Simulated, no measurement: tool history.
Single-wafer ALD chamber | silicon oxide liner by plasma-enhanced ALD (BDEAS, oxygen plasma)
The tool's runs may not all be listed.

| run | hour | heater temperature setpoint (K) | number of ALD cycles (cycles) | mean film thickness on the monitor wafer (nm) |
|---|---|---|---|---|
| 1 | 0.0 | 593.15 | 44 | 3.6846 |
| 2 | 7.0 | 602.15 | 44 | 3.6152 |
| 3 | 11.9 | 602.15 | 45 | 3.7087 |
| 4 | 16.6 | 602.15 | 46 | 3.7722 |
| 5 | 19.8 | 596.15 | 46 | 3.8110 |
| 6 | 25.4 | 587.15 | 46 | 3.8719 |
| 7 | 34.5 | 587.15 | 47 | 3.9684 |

Run 8 comes next. What will it give?
| 8 | 40.4 | 586.15 | 49 | ? |

{"run 8": {"mean film thickness on the monitor wafer (nm)": 4.1577}}

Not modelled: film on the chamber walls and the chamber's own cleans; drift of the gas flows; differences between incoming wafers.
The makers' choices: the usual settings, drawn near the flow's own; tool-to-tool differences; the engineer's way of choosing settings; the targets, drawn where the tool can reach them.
